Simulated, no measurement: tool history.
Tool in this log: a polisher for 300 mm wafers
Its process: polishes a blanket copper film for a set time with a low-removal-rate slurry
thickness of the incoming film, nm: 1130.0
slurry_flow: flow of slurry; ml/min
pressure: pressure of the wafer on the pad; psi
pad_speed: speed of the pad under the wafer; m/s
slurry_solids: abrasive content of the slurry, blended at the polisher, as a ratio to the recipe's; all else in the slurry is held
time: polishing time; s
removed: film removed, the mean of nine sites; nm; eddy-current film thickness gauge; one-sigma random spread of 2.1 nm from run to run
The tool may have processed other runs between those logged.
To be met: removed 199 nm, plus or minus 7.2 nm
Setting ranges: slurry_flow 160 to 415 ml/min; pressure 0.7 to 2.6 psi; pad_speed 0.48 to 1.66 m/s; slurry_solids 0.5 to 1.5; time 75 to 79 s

run,hour,slurry_flow,pressure,pad_speed,slurry_solids,time,removed
1,0,265,1.6,1.06,1,75,133.61
2,1.3,265,1.3,1.06,1,75,110.53
3,8.2,265,1.5,1.06,1,75,126.06
4,13.4,265,1.1,1.06,1,75,95.785
5,18.1,265,1.1,0.84,1,75,74.588
6,22.3,265,1.4,0.84,1,75,95.941
7,30.4,265,1.6,0.84,1,75,104.39
8,37.6,265,1.8,0.84,1,75,119.05
9,42.2,265,2,0.84,1,75,134.6
10,47.6,265,2.1,0.84,1,75,141.13
11,48.1,265,2.2,0.86,1,75,149.37

4 candidate next runs follow, results not yet known. Just one meets every target within its allowed miss. Identify it.
A,48.6,185,1.9,0.72,1.05,75,?
B,48.6,240,2.6,0.9,1.1,79,?
C,48.6,275,2.5,0.88,1.15,77,?
D,48.6,330,1.9,0.62,1.35,78,?

move,removed
A,104.22
B,194.17
C,182.98
D,107.27
A: lands further from the targets than the last run did
B: all results in spec
C: an improvement on the last run, though not all results are within tolerance
D: lands further from the targets than the last run did
Move B is the one to make.
